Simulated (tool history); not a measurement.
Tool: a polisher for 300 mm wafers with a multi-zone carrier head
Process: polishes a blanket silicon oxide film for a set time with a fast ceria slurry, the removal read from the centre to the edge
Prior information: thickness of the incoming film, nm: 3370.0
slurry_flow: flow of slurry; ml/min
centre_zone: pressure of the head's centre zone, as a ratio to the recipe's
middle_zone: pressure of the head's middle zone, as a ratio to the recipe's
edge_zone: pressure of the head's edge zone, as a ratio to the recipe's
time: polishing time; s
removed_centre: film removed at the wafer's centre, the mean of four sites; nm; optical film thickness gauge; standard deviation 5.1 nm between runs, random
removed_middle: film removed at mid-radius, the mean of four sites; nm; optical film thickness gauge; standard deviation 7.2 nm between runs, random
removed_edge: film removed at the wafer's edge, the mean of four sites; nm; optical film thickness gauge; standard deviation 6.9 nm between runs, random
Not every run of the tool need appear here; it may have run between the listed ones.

| run | hour | slurry_flow | centre_zone | middle_zone | edge_zone | time | removed_centre | removed_middle | removed_edge |
|---|---|---|---|---|---|---|---|---|---|
| 1 | 0 | 290 | 1 | 1 | 1 | 85 | 939.21 | 970.27 | 923.42 |
| 2 | 8.3 | 290 | 0.99 | 0.98 | 0.98 | 81 | 888.39 | 906.35 | 870.45 |
| 3 | 15 | 290 | 0.99 | 0.98 | 0.91 | 81 | 883.72 | 887.26 | 852.31 |
| 4 | 19 | 290 | 0.99 | 1.06 | 0.91 | 81 | 898.85 | 968.5 | 843.45 |
| 5 | 23.7 | 290 | 0.98 | 1.04 | 0.9 | 78 | 843.19 | 906.35 | 822.82 |
| 6 | 24.5 | 290 | 0.98 | 1.01 | 0.9 | 78 | 848.22 | 889.14 | 807.39 |
| 7 | 29.8 | 290 | 0.97 | 0.99 | 0.89 | 76 | 810.76 | 860.3 | 792.73 |
| 8 | 31.9 | 290 | 0.97 | 0.97 | 0.89 | 73 | 784.64 | 798.65 | 758.51 |
| 9 | 39.9 | 290 | 0.96 | 0.96 | 0.88 | 71 | 751.37 | 772.87 | 732.4 |
| 10 | 40.6 | 290 | 0.95 | 0.95 | 0.87 | 70 | 733.59 | 753.53 | 721.04 |

What will run 11 give?
| 11 | 42.5 | 290 | 0.94 | 0.94 | 0.87 | 69 | ? | ? | ? |

Run 11 yielded removed_centre 724.35 nm, removed_middle 739.78 nm, removed_edge 710.01 nm.

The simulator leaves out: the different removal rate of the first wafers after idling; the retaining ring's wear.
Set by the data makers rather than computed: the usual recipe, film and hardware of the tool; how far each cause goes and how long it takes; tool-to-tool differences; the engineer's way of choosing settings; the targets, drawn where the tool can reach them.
